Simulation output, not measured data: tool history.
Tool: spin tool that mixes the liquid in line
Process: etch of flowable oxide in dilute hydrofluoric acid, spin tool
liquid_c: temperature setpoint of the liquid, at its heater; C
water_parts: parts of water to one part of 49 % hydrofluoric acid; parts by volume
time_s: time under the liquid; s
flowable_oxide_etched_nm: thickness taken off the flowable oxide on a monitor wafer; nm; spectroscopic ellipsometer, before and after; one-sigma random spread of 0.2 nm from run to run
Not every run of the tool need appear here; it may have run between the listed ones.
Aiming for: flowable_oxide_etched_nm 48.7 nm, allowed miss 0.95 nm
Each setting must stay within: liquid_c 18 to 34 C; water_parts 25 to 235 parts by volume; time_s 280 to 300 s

run 1 hour=0 | liquid_c=26 water_parts=130 time_s=280 | flowable_oxide_etched_nm=77.162
run 2 hour=2.9 | liquid_c=26 water_parts=130 time_s=300 | flowable_oxide_etched_nm=82.267
run 3 hour=4.6 | liquid_c=25 water_parts=135 time_s=300 | flowable_oxide_etched_nm=76.049
run 4 hour=10 | liquid_c=22.5 water_parts=135 time_s=300 | flowable_oxide_etched_nm=68.603
run 5 hour=12 | liquid_c=22.5 water_parts=160 time_s=300 | flowable_oxide_etched_nm=56.663
run 6 hour=14.2 | liquid_c=25 water_parts=160 time_s=300 | flowable_oxide_etched_nm=62.403
run 7 hour=17.8 | liquid_c=24 water_parts=160 time_s=300 | flowable_oxide_etched_nm=60.193
run 8 hour=20.5 | liquid_c=23.5 water_parts=160 time_s=300 | flowable_oxide_etched_nm=58.974
run 9 hour=25.9 | liquid_c=23 water_parts=160 time_s=300 | flowable_oxide_etched_nm=57.844

Which one of the following 4 next-run settings gets every result inside its allowed miss? There is exactly one.
run A hour=31.3 | liquid_c=23 water_parts=190 time_s=280 | flowable_oxide_etched_nm=?
run B hour=31.3 | liquid_c=23 water_parts=130 time_s=300 | flowable_oxide_etched_nm=?
run C hour=31.3 | liquid_c=22 water_parts=160 time_s=285 | flowable_oxide_etched_nm=?
run D hour=31.3 | liquid_c=22.5 water_parts=175 time_s=285 | flowable_oxide_etched_nm=?

move=A flowable_oxide_etched_nm=43.659
move=B flowable_oxide_etched_nm=73.047
move=C flowable_oxide_etched_nm=52.451
move=D flowable_oxide_etched_nm=48.106
A: the result that was furthest off in the last run now lies on the other side of its target
B: lands further from the targets than the last run did
C: moves toward the targets from the last run without getting all of them in spec
D: all results in spec
D meets every target.

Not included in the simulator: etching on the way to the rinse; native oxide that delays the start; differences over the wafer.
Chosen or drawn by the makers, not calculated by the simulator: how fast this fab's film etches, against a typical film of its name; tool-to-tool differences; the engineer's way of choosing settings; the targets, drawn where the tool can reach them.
